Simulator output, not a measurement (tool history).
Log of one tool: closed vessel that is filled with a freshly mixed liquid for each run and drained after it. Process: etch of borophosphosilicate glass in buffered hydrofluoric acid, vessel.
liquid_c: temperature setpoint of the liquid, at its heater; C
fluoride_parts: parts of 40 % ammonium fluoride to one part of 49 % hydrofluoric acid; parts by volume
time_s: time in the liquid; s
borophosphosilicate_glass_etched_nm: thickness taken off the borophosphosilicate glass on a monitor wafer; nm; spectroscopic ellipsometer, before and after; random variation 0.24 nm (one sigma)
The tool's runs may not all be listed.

run,hour,liquid_c,fluoride_parts,time_s,borophosphosilicate_glass_etched_nm
1,0,25,8,35,63.897
2,4.5,25.5,8,35,64.942
3,13.7,26,8,35,66.8
4,19.8,26.5,8,35,68.826
5,22,27,8,35,70.3
6,28,24.5,8,35,61.387
7,35.1,25,8,35,63.721
8,38.4,25.5,8,35,65.319

Forecast run 9:
9,43.9,26,8,35,?

{"run 9": {"borophosphosilicate_glass_etched_nm": 67.252}}
